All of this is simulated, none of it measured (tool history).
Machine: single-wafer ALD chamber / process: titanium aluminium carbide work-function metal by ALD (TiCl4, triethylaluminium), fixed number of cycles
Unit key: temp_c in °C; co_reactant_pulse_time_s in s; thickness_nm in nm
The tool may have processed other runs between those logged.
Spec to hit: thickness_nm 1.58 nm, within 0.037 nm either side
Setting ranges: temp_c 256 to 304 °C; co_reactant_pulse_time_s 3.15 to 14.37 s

| run | hour | temp_c | co_reactant_pulse_time_s | thickness_nm |
|---|---|---|---|---|
| 1 | 0 | 280 | 8.76 | 1.8963 |
| 2 | 2.4 | 277 | 8.11 | 1.8509 |
| 3 | 4.9 | 270 | 8.11 | 1.8106 |
| 4 | 10.9 | 270 | 9.03 | 1.8275 |
| 5 | 13.7 | 268 | 8.13 | 1.7939 |
| 6 | 17 | 276 | 8.13 | 1.8523 |
| 7 | 22.8 | 273 | 7.37 | 1.7801 |
| 8 | 29.7 | 271 | 6.95 | 1.755 |
| 9 | 33.1 | 269 | 6.56 | 1.7015 |

Which single option among these 4 for the next run brings every result within its allowed miss of target? Just one does.
| A | 36.5 | 265 | 6.67 | ? |
| B | 36.5 | 272 | 4.85 | ? |
| C | 36.5 | 268 | 6.08 | ? |
| D | 36.5 | 271 | 6.22 | ? |

| move | thickness_nm |
|---|---|
| A | 1.702 |
| B | 1.5786 |
| C | 1.6797 |
| D | 1.7128 |
A: no nearer and no further than the last run
B: hits every target within its allowed miss
C: closes in on the targets versus the last run, not all within tolerance yet
D: further off than the last run
The move that meets every target is B.
